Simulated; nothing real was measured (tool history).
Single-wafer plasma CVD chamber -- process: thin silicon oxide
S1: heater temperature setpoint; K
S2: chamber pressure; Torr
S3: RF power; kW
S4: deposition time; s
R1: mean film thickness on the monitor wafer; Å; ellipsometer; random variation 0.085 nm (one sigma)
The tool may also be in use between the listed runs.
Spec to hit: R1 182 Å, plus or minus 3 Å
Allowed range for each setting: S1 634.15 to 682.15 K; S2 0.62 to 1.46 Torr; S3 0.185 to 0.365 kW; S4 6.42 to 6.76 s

run,hour,S1,S2,S3,S4,R1
1,0,658.15,1.04,0.275,6.76,138.66
2,1.1,658.15,1.11,0.275,6.76,145.96
3,6.4,658.15,1.15,0.275,6.76,150.23
4,10.2,658.15,1.18,0.275,6.76,153.86
5,14.1,658.15,1.18,0.275,6.42,145.98
6,22.7,658.15,1.18,0.255,6.42,138.54
7,30.7,658.15,1.21,0.26,6.42,140.71
8,31.9,658.15,1.42,0.305,6.67,176.76

Exactly one of the 4 candidate moves below puts every result within its allowed miss. Which one?
A,33.1,648.15,1.44,0.295,6.52,?
B,33.1,656.15,1.41,0.315,6.76,?
C,33.1,657.15,1.45,0.3,6.6,?
D,33.1,659.15,1.33,0.315,6.63,?

move,R1
A,170.88
B,181.34
C,174.24
D,173.15
A: lands further from the targets than the last run did
B: every result lands within tolerance
C: lands further from the targets than the last run did
D: lands further from the targets than the last run did
Go with B: it meets all targets.
